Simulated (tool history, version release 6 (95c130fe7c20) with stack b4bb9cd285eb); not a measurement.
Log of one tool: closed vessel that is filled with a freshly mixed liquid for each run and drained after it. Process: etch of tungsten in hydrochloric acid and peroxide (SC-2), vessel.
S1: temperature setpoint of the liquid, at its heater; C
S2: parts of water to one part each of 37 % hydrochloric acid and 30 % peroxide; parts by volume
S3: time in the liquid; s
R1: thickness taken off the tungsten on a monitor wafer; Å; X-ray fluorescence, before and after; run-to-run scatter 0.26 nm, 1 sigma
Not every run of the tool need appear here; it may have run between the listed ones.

Run 1, hour 0: S1 46 C, S2 6 parts by volume, S3 30 s. Result: R1 89.847 Å.
Run 2, hour 3: S1 50.5 C, S2 6 parts by volume, S3 30 s. Result: R1 120.15 Å.
Run 3, hour 11.8: S1 54 C, S2 6 parts by volume, S3 30 s. Result: R1 152.57 Å.
Run 4, hour 15.8: S1 54 C, S2 7.5 parts by volume, S3 30 s. Result: R1 127.61 Å.
Run 5, hour 23: S1 47 C, S2 7.5 parts by volume, S3 30 s. Result: R1 79.967 Å.
Run 6, hour 31.4: S1 47 C, S2 7.5 parts by volume, S3 30 s. Result: R1 80.154 Å.
At hour 34.2: new drum of peroxide connected.
Run 7, hour 34.2: S1 51.5 C, S2 7 parts by volume, S3 30 s. Result: R1 120.85 Å.
Run 8, hour 41.4: S1 59.5 C, S2 6.5 parts by volume, S3 30 s. Result: R1 215.72 Å.

Run 9 has not been measured yet. What should we expect?
Run 9, hour 43.2: S1 60 C, S2 6.5 parts by volume, S3 30 s. Result: R1 ?.

Run 9 came out at R1 224.41 Å.
